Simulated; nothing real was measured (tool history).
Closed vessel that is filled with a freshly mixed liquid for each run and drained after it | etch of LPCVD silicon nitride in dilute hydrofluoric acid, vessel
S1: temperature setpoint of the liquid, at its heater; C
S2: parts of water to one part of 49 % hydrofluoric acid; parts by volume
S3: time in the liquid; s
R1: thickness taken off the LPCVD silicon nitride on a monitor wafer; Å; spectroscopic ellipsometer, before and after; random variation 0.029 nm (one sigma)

run 1 day=0 | S1=20 S2=215 S3=2770 | R1=43.243
run 2 day=0.258 | S1=20 S2=165 S3=2770 | R1=56.626
run 3 day=0.538 | S1=19 S2=180 S3=2770 | R1=47.854
run 4 day=0.862 | S1=18.5 S2=190 S3=2770 | R1=45.188
run 5 day=0.958 | S1=18 S2=200 S3=2770 | R1=40.989
run 6 day=1.071 | S1=21 S2=200 S3=2770 | R1=50.107
run 7 day=1.379 | S1=19.5 S2=205 S3=2770 | R1=44.206
run 8 day=1.612 | S1=18.5 S2=210 S3=2770 | R1=40.927

Run 9 is up next; what results do you expect?
run 9 day=1.992 | S1=18 S2=215 S3=2770 | R1=?

Run 9 measured R1 37.898 Å.

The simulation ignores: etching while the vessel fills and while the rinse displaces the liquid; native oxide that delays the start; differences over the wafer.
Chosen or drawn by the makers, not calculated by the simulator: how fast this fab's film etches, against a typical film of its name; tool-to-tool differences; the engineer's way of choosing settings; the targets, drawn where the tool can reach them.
